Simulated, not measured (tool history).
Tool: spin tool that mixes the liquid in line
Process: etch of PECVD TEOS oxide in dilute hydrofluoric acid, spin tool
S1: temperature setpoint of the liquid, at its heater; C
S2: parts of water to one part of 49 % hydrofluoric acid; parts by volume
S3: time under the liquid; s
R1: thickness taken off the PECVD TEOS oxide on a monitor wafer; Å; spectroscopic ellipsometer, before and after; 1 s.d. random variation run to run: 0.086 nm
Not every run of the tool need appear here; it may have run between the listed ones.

{"run": 1, "day": 0.0, "S1": 23, "S2": 50, "S3": 50, "R1": 128.85}
{"run": 2, "day": 0.179, "S1": 23, "S2": 50, "S3": 50, "R1": 128.53}
{"run": 3, "day": 0.408, "S1": 23, "S2": 40, "S3": 50, "R1": 163.46}
{"run": 4, "day": 0.438, "S1": 24, "S2": 40, "S3": 50, "R1": 170.34}
{"run": 5, "day": 0.575, "S1": 25, "S2": 40, "S3": 50, "R1": 177.18}
{"run": 6, "day": 0.617, "S1": 26, "S2": 40, "S3": 50, "R1": 185.73}
{"run": 7, "day": 0.717, "S1": 26.5, "S2": 40, "S3": 50, "R1": 188.83}
{"run": 8, "day": 0.775, "S1": 27, "S2": 40, "S3": 50, "R1": 192.42}
{"run": 9, "day": 0.921, "S1": 27.5, "S2": 40, "S3": 50, "R1": 195.86}
{"run": 10, "day": 1.225, "S1": 28, "S2": 40, "S3": 50, "R1": 200.49}
{"run": 11, "day": 1.342, "S1": 28.5, "S2": 40, "S3": 50, "R1": 203.85}
{"run": 12, "day": 1.488, "S1": 28.5, "S2": 40, "S3": 50, "R1": 203.4}
{"run": 13, "day": 1.771, "S1": 29, "S2": 40, "S3": 50, "R1": 208.18}
{"run": 14, "day": 2.017, "S1": 29, "S2": 40, "S3": 50, "R1": 208.92}

Run 15 has not been measured yet. What should we expect?
{"run": 15, "day": 2.342, "S1": 29.5, "S2": 40, "S3": 50, "R1": "?"}

Run 15 gave R1 212.42 Å.

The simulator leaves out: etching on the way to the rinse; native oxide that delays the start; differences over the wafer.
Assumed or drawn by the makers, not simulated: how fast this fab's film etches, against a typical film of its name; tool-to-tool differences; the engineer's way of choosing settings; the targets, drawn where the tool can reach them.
